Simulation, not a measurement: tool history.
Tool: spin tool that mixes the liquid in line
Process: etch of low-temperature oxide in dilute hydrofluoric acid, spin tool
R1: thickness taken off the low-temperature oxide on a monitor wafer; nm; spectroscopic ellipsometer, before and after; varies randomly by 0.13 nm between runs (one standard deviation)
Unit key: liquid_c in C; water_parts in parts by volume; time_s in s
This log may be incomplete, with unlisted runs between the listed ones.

run 1 hour=0.0 | liquid_c=20.0 water_parts=220 time_s=280 | R1=15.314
run 2 hour=5.8 | liquid_c=20.0 water_parts=165 time_s=280 | R1=21.576
run 3 hour=7.0 | liquid_c=20.0 water_parts=165 time_s=280 | R1=21.532
run 4 hour=8.2 | liquid_c=20.0 water_parts=125 time_s=280 | R1=29.605
run 5 hour=8.8 | liquid_c=21.5 water_parts=125 time_s=280 | R1=31.510
run 6 hour=17.5 | liquid_c=21.5 water_parts=175 time_s=280 | R1=21.443

Expected results for the next run?
run 7 hour=24.8 | liquid_c=23.0 water_parts=160 time_s=280 | R1=?

{"run 7": {"R1": 25.126}}
